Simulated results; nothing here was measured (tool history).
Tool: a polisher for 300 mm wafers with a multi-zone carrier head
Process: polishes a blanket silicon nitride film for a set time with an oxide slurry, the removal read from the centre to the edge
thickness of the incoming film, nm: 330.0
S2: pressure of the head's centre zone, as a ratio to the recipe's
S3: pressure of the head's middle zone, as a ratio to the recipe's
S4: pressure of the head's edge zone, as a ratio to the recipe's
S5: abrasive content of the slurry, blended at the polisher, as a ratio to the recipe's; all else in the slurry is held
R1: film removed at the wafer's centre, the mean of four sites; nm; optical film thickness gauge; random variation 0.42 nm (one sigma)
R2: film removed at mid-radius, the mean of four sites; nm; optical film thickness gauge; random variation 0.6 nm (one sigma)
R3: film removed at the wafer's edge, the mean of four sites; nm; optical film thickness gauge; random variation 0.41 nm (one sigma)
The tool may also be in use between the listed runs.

run 1 hour=0.0 | flow_of_slurry_(ml/min)=215 S2=1.00 S3=1.00 S4=1.00 S5=1.00 polishing_time_(s)=63 | R1=34.244 R2=34.478 R3=34.698
run 2 hour=6.7 | flow_of_slurry_(ml/min)=220 S2=1.00 S3=1.01 S4=1.02 S5=1.05 polishing_time_(s)=63 | R1=35.689 R2=35.232 R3=35.755
run 3 hour=14.6 | flow_of_slurry_(ml/min)=225 S2=0.99 S3=1.02 S4=1.04 S5=1.10 polishing_time_(s)=63 | R1=35.561 R2=35.741 R3=36.921
run 4 hour=22.3 | flow_of_slurry_(ml/min)=270 S2=0.99 S3=1.02 S4=1.04 S5=1.10 polishing_time_(s)=63 | R1=37.125 R2=37.547 R3=37.486
run 5 hour=24.5 | flow_of_slurry_(ml/min)=270 S2=0.99 S3=1.03 S4=1.05 S5=1.10 polishing_time_(s)=63 | R1=37.355 R2=37.456 R3=37.653
run 6 hour=25.4 | flow_of_slurry_(ml/min)=270 S2=0.99 S3=1.04 S4=1.06 S5=1.10 polishing_time_(s)=63 | R1=37.245 R2=37.301 R3=37.716

Run 7 comes next. What will it give?
run 7 hour=32.4 | flow_of_slurry_(ml/min)=275 S2=0.97 S3=1.06 S4=1.08 S5=1.20 polishing_time_(s)=63 | R1=? R2=? R3=?

{"run 7": {"R1": 37.165, "R2": 40.758, "R3": 38.959}}
